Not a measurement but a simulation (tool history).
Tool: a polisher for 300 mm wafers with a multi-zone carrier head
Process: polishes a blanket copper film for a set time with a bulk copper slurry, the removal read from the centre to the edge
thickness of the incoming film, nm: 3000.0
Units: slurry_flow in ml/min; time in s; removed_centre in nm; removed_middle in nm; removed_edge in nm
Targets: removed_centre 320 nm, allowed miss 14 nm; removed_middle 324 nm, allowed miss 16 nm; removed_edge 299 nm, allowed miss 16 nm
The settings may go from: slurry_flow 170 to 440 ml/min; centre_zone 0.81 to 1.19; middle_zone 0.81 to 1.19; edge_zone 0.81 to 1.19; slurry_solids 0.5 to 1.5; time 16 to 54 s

run  hour  slurry_flow  centre_zone  middle_zone  edge_zone  slurry_solids  time  removed_centre  removed_middle  removed_edge
  1     0          280            1            1          1              1    35          238.54          228.91        235.28
  2   3.7          315            1            1          1              1    35          240.91          229.62        234.68
  3   5.6          375            1            1          1              1    35          246.85          242.25        235.16
  4  12.1          375         1.01         1.01       1.01           1.05    36          258.78          245.97        254.15
  5  19.8          375         1.01         1.01       1.07           1.05    36          256.13          253.21        263.22
  6    23          380         1.02         1.03       1.06           1.05    37          267.41          261.32        265.26
  7  28.3          385         1.02         1.05       1.06            1.1    37          277.86          269.45        278.41
  8  36.3          390         1.02         1.07       1.05            1.1    37          272.06          274.05        271.05

5 next moves are on the table. One of them brings every result within its allowed miss. Which?
  A  44.3          425         0.87          1.1       1.16              1    33               ?               ?             ?
  B  44.3          435         1.05         1.12       1.02           1.25    40               ?               ?             ?
  C  44.3          385         0.81          1.1       1.19           1.25    38               ?               ?             ?
  D  44.3          420         1.02         1.18       0.95              1    39               ?               ?             ?
  E  44.3          365         0.92         0.83       1.16           1.45    33               ?               ?             ?

move  removed_centre  removed_middle  removed_edge
   A           209.3          250.78        246.58
   B          325.65          327.48        297.17
   C          235.15          303.21        302.73
   D           290.2          314.35         263.5
   E          239.38           214.8         269.4
A: further off than the last run
B: meets every target
C: further off than the last run
D: nearer than the last run, and not there yet
E: further off than the last run
Answer: B
